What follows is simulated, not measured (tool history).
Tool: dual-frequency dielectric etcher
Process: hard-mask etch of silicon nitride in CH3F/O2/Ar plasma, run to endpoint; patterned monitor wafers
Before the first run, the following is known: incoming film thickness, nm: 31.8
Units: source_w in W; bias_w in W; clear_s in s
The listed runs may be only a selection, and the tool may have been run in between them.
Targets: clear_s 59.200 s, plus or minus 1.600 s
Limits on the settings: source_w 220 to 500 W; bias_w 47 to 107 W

| run | day | source_w | bias_w | clear_s |
|---|---|---|---|---|
| 1 | 0.000 | 360 | 77 | 49.230 |
| 2 | 0.242 | 310 | 77 | 51.796 |
| 3 | 0.571 | 310 | 83 | 50.547 |
| 4 | 0.917 | 280 | 78 | 53.450 |
| 5 | 1.208 | 300 | 78 | 51.883 |
| 6 | 1.533 | 270 | 78 | 54.798 |
| 7 | 1.708 | 260 | 77 | 55.498 |
| 8 | 2.058 | 250 | 76 | 56.728 |

4 candidate next runs follow, results not yet known. Just one meets every target within its allowed miss. Identify it.
| A | 2.408 | 260 | 74 | ? |
| B | 2.408 | 220 | 65 | ? |
| C | 2.408 | 240 | 68 | ? |
| D | 2.408 | 280 | 69 | ? |

| move | clear_s |
|---|---|
| A | 57.067 |
| B | 63.304 |
| C | 60.316 |
| D | 56.328 |
A: closes in on the targets versus the last run, not all within tolerance yet
B: moves the result that the last run missed by most past its target, out the other side
C: every result lands within tolerance
D: lands further from the targets than the last run did
Correct choice: C, which meets every target
